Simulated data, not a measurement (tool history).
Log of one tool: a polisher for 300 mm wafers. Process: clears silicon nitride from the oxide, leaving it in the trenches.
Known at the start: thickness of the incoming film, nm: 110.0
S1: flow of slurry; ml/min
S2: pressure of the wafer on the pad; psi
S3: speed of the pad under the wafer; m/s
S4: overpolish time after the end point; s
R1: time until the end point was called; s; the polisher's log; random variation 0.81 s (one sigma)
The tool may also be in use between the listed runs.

| run | hour | S1 | S2 | S3 | S4 | R1 |
|---|---|---|---|---|---|---|
| 1 | 0 | 235 | 3.3 | 0.96 | 10 | 110.04 |
| 2 | 4 | 235 | 2.6 | 0.96 | 10 | 132.18 |
| 3 | 8.1 | 235 | 2.6 | 0.8 | 10 | 162.01 |
| 4 | 10.6 | 195 | 2.6 | 0.8 | 10 | 161.21 |
| 5 | 15.5 | 195 | 3.2 | 0.84 | 10 | 127.94 |
| 6 | 24.1 | 195 | 3.2 | 0.66 | 10 | 161.96 |
| 7 | 26 | 195 | 3.2 | 0.66 | 10 | 163.04 |
| 8 | 27.4 | 205 | 4.2 | 0.94 | 10 | 89.436 |
| 9 | 28.4 | 205 | 5.2 | 0.96 | 10 | 68.782 |

Run 10 comes next. What will it give?
| 10 | 36 | 205 | 5.2 | 0.98 | 10 | ? |

Run 10 gave R1 68.096 s.
